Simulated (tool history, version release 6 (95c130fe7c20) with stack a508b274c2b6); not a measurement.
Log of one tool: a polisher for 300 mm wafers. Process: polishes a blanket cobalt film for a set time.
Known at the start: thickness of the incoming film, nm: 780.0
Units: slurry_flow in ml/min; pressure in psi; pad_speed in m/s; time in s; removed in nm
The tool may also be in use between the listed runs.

run	hour	slurry_flow	pressure	pad_speed	time	removed
1	0.0	215	2.5	1.06	57	348.38
2	1.7	185	2.5	1.06	57	338.67
3	6.1	180	2.4	1.06	57	330.37
4	14.9	180	2.4	1.32	57	409.69
5	18.7	180	2.4	1.46	57	443.91
6	23.2	180	2.1	1.46	57	415.59

Run 7 comes next. What will it give?
7	24.7	175	1.8	1.46	57	?

{"run 7": {"removed": 378.74}}
